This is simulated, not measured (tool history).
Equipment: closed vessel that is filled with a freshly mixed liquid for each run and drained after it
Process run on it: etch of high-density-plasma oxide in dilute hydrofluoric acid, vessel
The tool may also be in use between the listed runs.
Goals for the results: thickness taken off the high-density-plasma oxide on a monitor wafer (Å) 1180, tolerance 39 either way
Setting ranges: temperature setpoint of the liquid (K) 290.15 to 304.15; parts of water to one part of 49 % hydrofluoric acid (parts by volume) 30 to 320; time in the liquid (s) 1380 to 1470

run  hour  temperature setpoint of the liquid (K)  parts of water to one part of 49 % hydrofluoric acid (parts by volume)  time in the liquid (s)  thickness taken off the high-density-plasma oxide on a monitor wafer (Å)
  1     0                                  296.15                                                                     175                    1380                                                                    781.99
  2     3                                  296.15                                                                     175                    1380                                                                    784.13
  3   9.7                                  297.65                                                                     170                    1380                                                                    885.93
  4  16.2                                  300.15                                                                     170                    1380                                                                    950.47
  5  24.1                                  297.15                                                                     170                    1380                                                                    852.81
  6  26.7                                  297.15                                                                     205                    1380                                                                    681.59
  7  31.9                                  298.65                                                                     195                    1380                                                                    763.64
  8  34.3                                  299.65                                                                     185                    1380                                                                    862.09
  9  41.8                                  300.65                                                                     180                    1380                                                                    917.56
 10  50.1                                  301.15                                                                     175                    1380                                                                    943.28
 11  57.2                                  301.65                                                                     170                    1380                                                                    1004.8
 12  64.4                                  302.15                                                                     165                    1380                                                                    1054.6
 13  65.8                                  302.15                                                                     165                    1380                                                                    1083.8
 14    68                                  302.65                                                                     165                    1380                                                                    1070.9
 15  72.5                                  303.15                                                                     165                    1380                                                                    1122.3
 16  73.8                                  303.65                                                                     165                    1380                                                                    1120.7

Exactly one of the 5 candidate moves below puts every result within its allowed miss. Which one?
  A  75.1                                  304.15                                                                     180                    1440                                                                         ?
  B  75.1                                  301.15                                                                     140                    1420                                                                         ?
  C  75.1                                  304.15                                                                     160                    1470                                                                         ?
  D  75.1                                  304.15                                                                     150                    1400                                                                         ?
  E  75.1                                  303.65                                                                     165                    1430                                                                         ?

move  thickness taken off the high-density-plasma oxide on a monitor wafer (Å)
   A                                                                    1074.3
   B                                                                    1287.4
   C                                                                    1266.4
   D                                                                    1303.7
   E                                                                      1166
A: its largest miss is bigger than the last run's
B: the result that was furthest off in the last run now lies on the other side of its target
C: the result that was furthest off in the last run now lies on the other side of its target
D: the result that was furthest off in the last run now lies on the other side of its target
E: all results land within tolerance of their targets
The move that meets every target is E.

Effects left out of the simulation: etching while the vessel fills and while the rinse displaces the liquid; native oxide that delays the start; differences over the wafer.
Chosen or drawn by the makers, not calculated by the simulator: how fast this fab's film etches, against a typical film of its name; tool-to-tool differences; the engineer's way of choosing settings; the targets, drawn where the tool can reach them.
